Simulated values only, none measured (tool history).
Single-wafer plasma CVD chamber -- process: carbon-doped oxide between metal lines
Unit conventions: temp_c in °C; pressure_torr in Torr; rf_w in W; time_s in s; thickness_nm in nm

{"run": 1, "hour": 0.0, "temp_c": 345, "pressure_torr": 3.75, "rf_w": 625, "time_s": 20.9, "thickness_nm": 127.57}
{"run": 2, "hour": 5.6, "temp_c": 348, "pressure_torr": 3.56, "rf_w": 605, "time_s": 20.9, "thickness_nm": 123.91}
{"run": 3, "hour": 10.0, "temp_c": 348, "pressure_torr": 3.56, "rf_w": 605, "time_s": 19.9, "thickness_nm": 116.11}
{"run": 4, "hour": 14.7, "temp_c": 348, "pressure_torr": 3.56, "rf_w": 605, "time_s": 19.9, "thickness_nm": 117.27}
{"run": 5, "hour": 20.9, "temp_c": 348, "pressure_torr": 3.56, "rf_w": 525, "time_s": 19.9, "thickness_nm": 106.85}
{"run": 6, "hour": 23.6, "temp_c": 347, "pressure_torr": 3.62, "rf_w": 525, "time_s": 19.9, "thickness_nm": 106.1}

Run 7, settings as shown, results not yet in. Your forecast:
{"run": 7, "hour": 24.5, "temp_c": 347, "pressure_torr": 3.62, "rf_w": 525, "time_s": 19.9, "thickness_nm": "?"}

thickness_nm: 106.38 nm
